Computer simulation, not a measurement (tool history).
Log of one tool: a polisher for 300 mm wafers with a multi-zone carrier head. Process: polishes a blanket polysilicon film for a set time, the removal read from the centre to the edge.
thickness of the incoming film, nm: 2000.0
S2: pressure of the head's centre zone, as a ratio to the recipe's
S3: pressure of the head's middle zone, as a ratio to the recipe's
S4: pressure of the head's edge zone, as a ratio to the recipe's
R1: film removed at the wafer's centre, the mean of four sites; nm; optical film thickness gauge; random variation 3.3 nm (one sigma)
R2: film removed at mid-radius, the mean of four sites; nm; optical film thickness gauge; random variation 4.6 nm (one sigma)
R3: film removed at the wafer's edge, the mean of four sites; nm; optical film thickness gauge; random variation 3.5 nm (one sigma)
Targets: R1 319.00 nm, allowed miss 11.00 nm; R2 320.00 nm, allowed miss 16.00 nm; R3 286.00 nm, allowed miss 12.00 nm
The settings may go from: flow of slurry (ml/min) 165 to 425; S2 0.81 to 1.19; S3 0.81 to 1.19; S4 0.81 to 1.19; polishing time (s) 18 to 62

run 1 day=0.000 | flow_of_slurry_(ml/min)=275 S2=1.00 S3=1.00 S4=1.00 polishing_time_(s)=40 | R1=386.01 R2=360.89 R3=344.89
run 2 day=0.050 | flow_of_slurry_(ml/min)=275 S2=1.00 S3=1.00 S4=1.00 polishing_time_(s)=31 | R1=296.32 R2=281.32 R3=263.47
run 3 day=0.392 | flow_of_slurry_(ml/min)=280 S2=1.00 S3=1.02 S4=1.01 polishing_time_(s)=31 | R1=291.25 R2=279.23 R3=264.96
run 4 day=0.767 | flow_of_slurry_(ml/min)=280 S2=1.00 S3=1.04 S4=1.00 polishing_time_(s)=32 | R1=301.33 R2=289.22 R3=273.92
-- day=0.900 centre zone pressure recalibrated
run 5 day=0.900 | flow_of_slurry_(ml/min)=280 S2=1.00 S3=1.09 S4=1.00 polishing_time_(s)=32 | R1=284.72 R2=313.73 R3=278.26
run 6 day=1.058 | flow_of_slurry_(ml/min)=280 S2=1.00 S3=1.09 S4=1.04 polishing_time_(s)=32 | R1=284.65 R2=308.46 R3=283.19
run 7 day=1.108 | flow_of_slurry_(ml/min)=285 S2=1.02 S3=1.09 S4=1.03 polishing_time_(s)=32 | R1=289.27 R2=307.76 R3=280.27
run 8 day=1.154 | flow_of_slurry_(ml/min)=285 S2=1.02 S3=1.09 S4=1.03 polishing_time_(s)=32 | R1=282.13 R2=308.78 R3=278.53
run 9 day=1.204 | flow_of_slurry_(ml/min)=285 S2=1.03 S3=1.08 S4=1.02 polishing_time_(s)=33 | R1=291.12 R2=311.17 R3=294.16
run 10 day=1.379 | flow_of_slurry_(ml/min)=285 S2=1.01 S3=1.07 S4=1.01 polishing_time_(s)=33 | R1=290.96 R2=316.78 R3=285.88
run 11 day=1.654 | flow_of_slurry_(ml/min)=270 S2=1.01 S3=1.06 S4=0.99 polishing_time_(s)=33 | R1=291.10 R2=310.51 R3=289.24

Which of these 4 next moves meets every target?
run A day=1.929 | flow_of_slurry_(ml/min)=245 S2=1.04 S3=0.98 S4=0.98 polishing_time_(s)=34 | R1=? R2=? R3=?
run B day=1.929 | flow_of_slurry_(ml/min)=220 S2=1.08 S3=0.91 S4=1.03 polishing_time_(s)=35 | R1=? R2=? R3=?
run C day=1.929 | flow_of_slurry_(ml/min)=360 S2=1.01 S3=1.10 S4=1.01 polishing_time_(s)=32 | R1=? R2=? R3=?
run D day=1.929 | flow_of_slurry_(ml/min)=225 S2=1.10 S3=1.09 S4=0.99 polishing_time_(s)=34 | R1=? R2=? R3=?

move=A R1=307.70 R2=289.03 R3=289.68
move=B R1=324.08 R2=277.14 R3=302.71
move=C R1=293.34 R2=309.56 R3=284.25
move=D R1=322.09 R2=311.07 R3=288.44
A: nearer than the last run, and not there yet
B: brings the result that was furthest off to its target, and leaves another outside
C: nearer than the last run, and not there yet
D: meets every target
Move D is the one to make.
